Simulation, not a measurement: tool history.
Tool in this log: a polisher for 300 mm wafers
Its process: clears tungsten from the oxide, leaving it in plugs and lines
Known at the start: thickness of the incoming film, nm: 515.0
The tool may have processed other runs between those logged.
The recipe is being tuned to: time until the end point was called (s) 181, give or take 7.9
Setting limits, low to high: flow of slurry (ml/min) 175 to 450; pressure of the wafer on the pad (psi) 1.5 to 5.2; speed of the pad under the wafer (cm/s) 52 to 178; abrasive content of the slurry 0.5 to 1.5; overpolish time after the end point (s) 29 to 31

run,hour,flow of slurry (ml/min),pressure of the wafer on the pad (psi),speed of the pad under the wafer (cm/s),abrasive content of the slurry,overpolish time after the end point (s),time until the end point was called (s)
1,0,290,3.3,114,1,29,126.44
2,8.3,290,3.3,114,1,31,124.61
3,15.3,290,3,114,1,31,134.9
4,21.8,290,2.8,114,1,31,146.95
5,30.7,290,2.7,114,1,31,148.08
6,36.4,290,2.7,114,0.95,31,151.78
7,38.6,290,2.6,114,0.95,31,159.84
8,41.7,290,2.5,114,0.95,31,161.79
9,48.6,290,2.4,114,0.95,31,168.79

Exercise: of the 4 proposed moves below, exactly one satisfies all targets within the stated allowed misses. Which move is it?
A,55.5,250,2.3,106,0.95,31,?
B,55.5,195,2.5,98,0.85,30,?
C,55.5,365,2.2,100,1,31,?
D,55.5,300,3.1,90,0.75,29,?

move,time until the end point was called (s)
A,194.86
B,206.05
C,205.19
D,180.19
A: the result that was furthest off in the last run now lies on the other side of its target
B: the result that was furthest off in the last run now lies on the other side of its target
C: the result that was furthest off in the last run now lies on the other side of its target
D: in spec on every target
Move D is the one to make.
